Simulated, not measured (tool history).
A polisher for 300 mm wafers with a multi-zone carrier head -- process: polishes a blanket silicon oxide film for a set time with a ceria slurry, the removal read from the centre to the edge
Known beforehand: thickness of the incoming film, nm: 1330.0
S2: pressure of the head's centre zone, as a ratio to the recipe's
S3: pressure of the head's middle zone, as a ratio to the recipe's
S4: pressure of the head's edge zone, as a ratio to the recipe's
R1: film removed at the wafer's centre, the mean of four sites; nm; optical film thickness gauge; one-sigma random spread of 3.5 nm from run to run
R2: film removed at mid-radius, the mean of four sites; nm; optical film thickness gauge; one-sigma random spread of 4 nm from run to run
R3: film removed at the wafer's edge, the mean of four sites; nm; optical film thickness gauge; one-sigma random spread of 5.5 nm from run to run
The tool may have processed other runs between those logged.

run 1 hour=0 | flow_of_slurry_(ml/min)=185 S2=1 S3=1 S4=1 polishing_time_(s)=41 | R1=369.22 R2=356.94 R3=347.91
run 2 hour=2.3 | flow_of_slurry_(ml/min)=195 S2=1 S3=1.01 S4=1.03 polishing_time_(s)=41 | R1=367.1 R2=356.67 R3=363.2
run 3 hour=9.7 | flow_of_slurry_(ml/min)=205 S2=1.01 S3=1.03 S4=1.04 polishing_time_(s)=41 | R1=370.98 R2=368.25 R3=370.84
run 4 hour=11.7 | flow_of_slurry_(ml/min)=205 S2=1.01 S3=1.03 S4=1.04 polishing_time_(s)=36 | R1=326.82 R2=323.99 R3=318.56
run 5 hour=17 | flow_of_slurry_(ml/min)=215 S2=1.03 S3=1.05 S4=1.06 polishing_time_(s)=37 | R1=343.5 R2=341.5 R3=340.22
run 6 hour=18.1 | flow_of_slurry_(ml/min)=215 S2=1.03 S3=1.05 S4=1.06 polishing_time_(s)=32 | R1=295.67 R2=297.31 R3=299.32
run 7 hour=24.6 | flow_of_slurry_(ml/min)=225 S2=1.05 S3=1.07 S4=1.08 polishing_time_(s)=33 | R1=312.75 R2=311.14 R3=299.44
run 8 hour=32.9 | flow_of_slurry_(ml/min)=230 S2=1.05 S3=1.07 S4=1.09 polishing_time_(s)=35 | R1=335.26 R2=328.23 R3=324.4
run 9 hour=40.5 | flow_of_slurry_(ml/min)=235 S2=1.05 S3=1.08 S4=1.1 polishing_time_(s)=36 | R1=349.77 R2=336.94 R3=337.38
run 10 hour=49 | flow_of_slurry_(ml/min)=235 S2=1.05 S3=1.08 S4=1.1 polishing_time_(s)=36 | R1=347.68 R2=341.01 R3=338.42
run 11 hour=57 | flow_of_slurry_(ml/min)=240 S2=1.05 S3=1.09 S4=1.11 polishing_time_(s)=37 | R1=355.31 R2=358.89 R3=350.23
run 12 hour=60.1 | flow_of_slurry_(ml/min)=240 S2=1.05 S3=1.09 S4=1.11 polishing_time_(s)=37 | R1=354.9 R2=355.61 R3=348.6

Expected results for the next run?
run 13 hour=61.8 | flow_of_slurry_(ml/min)=245 S2=1.05 S3=1.09 S4=1.12 polishing_time_(s)=38 | R1=? R2=? R3=?

Run 13 produced R1 370.94 nm, R2 373.13 nm, R3 356.95 nm.
